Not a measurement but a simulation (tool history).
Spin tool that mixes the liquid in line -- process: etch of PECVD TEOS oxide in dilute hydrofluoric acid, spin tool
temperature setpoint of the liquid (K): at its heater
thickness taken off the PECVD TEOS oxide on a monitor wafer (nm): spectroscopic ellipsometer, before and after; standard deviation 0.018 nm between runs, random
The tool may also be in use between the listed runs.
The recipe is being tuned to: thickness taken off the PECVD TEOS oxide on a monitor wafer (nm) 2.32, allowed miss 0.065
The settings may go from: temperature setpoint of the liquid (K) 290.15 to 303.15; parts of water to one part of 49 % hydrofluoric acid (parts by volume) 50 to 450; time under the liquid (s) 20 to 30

| run | hour | temperature setpoint of the liquid (K) | parts of water to one part of 49 % hydrofluoric acid (parts by volume) | time under the liquid (s) | thickness taken off the PECVD TEOS oxide on a monitor wafer (nm) |
|---|---|---|---|---|---|
| 1 | 0 | 295.15 | 250 | 30 | 1.6408 |
| 2 | 8 | 297.65 | 245 | 30 | 1.838 |
| 3 | 15.7 | 297.65 | 245 | 30 | 1.8266 |
| 4 | 16.6 | 297.65 | 165 | 30 | 2.9207 |
| 5 | 21.4 | 296.15 | 165 | 30 | 2.8004 |
| 6 | 23.9 | 294.15 | 165 | 30 | 2.5855 |
| 7 | 30.8 | 293.15 | 165 | 30 | 2.4513 |
|  | 39.6 | thermometer replaced |
| 8 | 39.6 | 291.65 | 165 | 30 | 2.5067 |
| 9 | 47.9 | 291.15 | 170 | 30 | 2.3696 |
| 10 | 55.8 | 291.15 | 170 | 30 | 2.4352 |

Which one of the following 4 next-run settings gets every result inside its allowed miss? There is exactly one.
| A | 63.7 | 297.65 | 200 | 30 | ? |
| B | 63.7 | 291.15 | 160 | 30 | ? |
| C | 63.7 | 292.15 | 160 | 30 | ? |
| D | 63.7 | 291.15 | 175 | 30 | ? |

| move | thickness taken off the PECVD TEOS oxide on a monitor wafer (nm) |
|---|---|
| A | 2.5277 |
| B | 2.5629 |
| C | 2.6679 |
| D | 2.3093 |
A: further off than the last run
B: further off than the last run
C: further off than the last run
D: meets every target
The move that meets every target is D.

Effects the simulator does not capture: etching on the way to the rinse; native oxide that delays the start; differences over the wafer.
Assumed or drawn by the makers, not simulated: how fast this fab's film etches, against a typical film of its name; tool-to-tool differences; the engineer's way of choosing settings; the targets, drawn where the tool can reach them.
